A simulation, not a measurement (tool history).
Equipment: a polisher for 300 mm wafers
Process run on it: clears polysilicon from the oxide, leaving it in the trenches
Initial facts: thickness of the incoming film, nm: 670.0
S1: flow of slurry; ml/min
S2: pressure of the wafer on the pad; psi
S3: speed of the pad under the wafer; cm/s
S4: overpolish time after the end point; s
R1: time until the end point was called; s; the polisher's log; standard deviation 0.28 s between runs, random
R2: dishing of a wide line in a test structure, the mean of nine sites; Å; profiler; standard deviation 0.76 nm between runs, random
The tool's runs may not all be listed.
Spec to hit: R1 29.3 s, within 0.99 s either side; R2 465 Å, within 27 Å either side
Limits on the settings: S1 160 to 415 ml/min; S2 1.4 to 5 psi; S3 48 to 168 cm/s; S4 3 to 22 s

{"run": 1, "day": 0.0, "S1": 265, "S2": 3.2, "S3": 108, "S4": 11, "R1": 36.215, "R2": 458.35}
{"run": 2, "day": 0.075, "S1": 265, "S2": 3.3, "S3": 108, "S4": 11, "R1": 35.19, "R2": 454.61}
{"run": 3, "day": 0.321, "S1": 265, "S2": 3.3, "S3": 108, "S4": 9, "R1": 35.475, "R2": 459.98}
{"run": 4, "day": 0.388, "S1": 265, "S2": 3.3, "S3": 108, "S4": 6, "R1": 34.298, "R2": 418.43}
{"run": 5, "day": 0.546, "S1": 265, "S2": 3.3, "S3": 108, "S4": 8, "R1": 34.731, "R2": 455.63}
{"run": 6, "day": 0.738, "S1": 320, "S2": 3.3, "S3": 108, "S4": 8, "R1": 34.926, "R2": 445.37}
{"run": 7, "day": 0.938, "S1": 320, "S2": 3.4, "S3": 108, "S4": 8, "R1": 33.216, "R2": 471.54}
{"run": 8, "day": 1.0, "S1": 325, "S2": 3.7, "S3": 112, "S4": 3, "R1": 30.108, "R2": 354.53}
{"run": 9, "day": 1.358, "S1": 325, "S2": 3.7, "S3": 112, "S4": 3, "R1": 30.156, "R2": 357.47}
{"run": 10, "day": 1.629, "S1": 325, "S2": 3.7, "S3": 112, "S4": 4, "R1": 30.008, "R2": 395.65}

Pick the move, out of 4, that brings all results within their allowed miss; only one does.
{"run": "A", "day": 1.9, "S1": 415, "S2": 4.4, "S3": 94, "S4": 10, "R1": "?", "R2": "?"}
{"run": "B", "day": 1.9, "S1": 350, "S2": 3.9, "S3": 108, "S4": 4, "R1": "?", "R2": "?"}
{"run": "C", "day": 1.9, "S1": 370, "S2": 3.9, "S3": 118, "S4": 14, "R1": "?", "R2": "?"}
{"run": "D", "day": 1.9, "S1": 310, "S2": 3.5, "S3": 128, "S4": 20, "R1": "?", "R2": "?"}

move=A R1=29.519 R2=466.89
move=B R1=29.328 R2=401.65
move=C R1=26.82 R2=470.61
move=D R1=27.837 R2=470.9
A: all results in spec
B: closes in on the targets versus the last run, not all within tolerance yet
C: gets the furthest-off result to its target, but another result is out of tolerance
D: gets the furthest-off result to its target, but another result is out of tolerance
The move that meets every target is A.
